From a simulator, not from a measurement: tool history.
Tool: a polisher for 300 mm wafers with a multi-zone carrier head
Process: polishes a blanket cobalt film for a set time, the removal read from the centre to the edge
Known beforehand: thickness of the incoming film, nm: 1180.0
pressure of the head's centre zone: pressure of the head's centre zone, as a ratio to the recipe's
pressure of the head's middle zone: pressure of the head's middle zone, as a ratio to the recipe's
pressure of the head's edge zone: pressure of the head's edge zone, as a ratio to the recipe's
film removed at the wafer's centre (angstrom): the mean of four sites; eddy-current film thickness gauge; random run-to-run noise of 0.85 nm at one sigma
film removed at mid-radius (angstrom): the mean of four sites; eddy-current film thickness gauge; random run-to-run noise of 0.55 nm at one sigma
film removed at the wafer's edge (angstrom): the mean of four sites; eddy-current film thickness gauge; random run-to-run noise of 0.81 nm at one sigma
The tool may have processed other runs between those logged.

run	hour	flow of slurry (ml/min)	pressure of the head's centre zone	pressure of the head's middle zone	pressure of the head's edge zone	polishing time (s)	film removed at the wafer's centre (angstrom)	film removed at mid-radius (angstrom)	film removed at the wafer's edge (angstrom)
1	0.0	305	1.00	1.00	1.00	30	851.03	840.76	879.28
2	1.8	305	1.00	1.00	0.93	30	840.44	828.77	832.30
3	8.4	305	1.00	0.92	0.93	30	857.20	774.20	822.59
4	15.2	305	1.00	0.92	0.87	30	840.24	771.10	817.47
5	24.2	305	1.00	0.92	0.87	27	770.54	689.99	746.02
6	26.2	305	0.99	0.94	0.87	27	739.94	714.09	731.18
7	33.3	305	0.98	0.95	0.87	27	738.56	717.12	734.98
8	36.8	305	0.97	0.96	0.87	27	742.42	728.65	731.90
9	38.2	305	0.95	0.97	0.89	27	730.58	732.17	727.95
10	41.4	300	0.94	0.99	0.92	27	725.97	742.22	740.49

Run 11 is up next; what results do you expect?
11	44.5	300	0.93	1.00	0.94	27	?	?	?

{"run 11": {"film removed at the wafer's centre (angstrom)": 703.53, "film removed at mid-radius (angstrom)": 750.37, "film removed at the wafer's edge (angstrom)": 757.53}}
